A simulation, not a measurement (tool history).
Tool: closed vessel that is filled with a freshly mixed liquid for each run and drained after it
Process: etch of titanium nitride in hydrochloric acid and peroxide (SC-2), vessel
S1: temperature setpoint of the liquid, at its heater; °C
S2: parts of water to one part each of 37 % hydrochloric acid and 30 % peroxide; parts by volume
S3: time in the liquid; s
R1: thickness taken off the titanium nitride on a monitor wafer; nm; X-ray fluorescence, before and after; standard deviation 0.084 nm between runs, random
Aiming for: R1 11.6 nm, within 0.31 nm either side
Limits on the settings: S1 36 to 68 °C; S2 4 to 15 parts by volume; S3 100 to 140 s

run,hour,S1,S2,S3,R1
1,0,52,8.5,140,8.0756
2,1.9,52.5,8.5,140,8.4491
3,9.1,52.5,7.5,140,9.3576
4,15.4,46,7.5,140,6.0172
5,17,46,7.5,100,4.3056
6,25.3,47,7.5,100,4.616
7,31.7,48,7.5,100,4.9188
8,33.6,49,7.5,100,5.3077
9,37.3,57,7.5,100,8.8262
10,38.3,62,7.5,100,12.296

Consider the 5 candidate settings below. Which is the only one whose results all fall within their allowed miss of target?
A,39.3,58,5.5,105,?
B,39.3,60,8.5,135,?
C,39.3,62,8.5,110,?
D,39.3,54.5,6.5,135,?
E,39.3,60.5,8.5,120,?

move,R1
A,12.658
B,13.189
C,12.174
D,11.472
E,12.097
A: its largest miss is bigger than the last run's
B: its largest miss is bigger than the last run's
C: nearer than the last run, and not there yet
D: meets every target
E: nearer than the last run, and not there yet
Move D is the one to make.

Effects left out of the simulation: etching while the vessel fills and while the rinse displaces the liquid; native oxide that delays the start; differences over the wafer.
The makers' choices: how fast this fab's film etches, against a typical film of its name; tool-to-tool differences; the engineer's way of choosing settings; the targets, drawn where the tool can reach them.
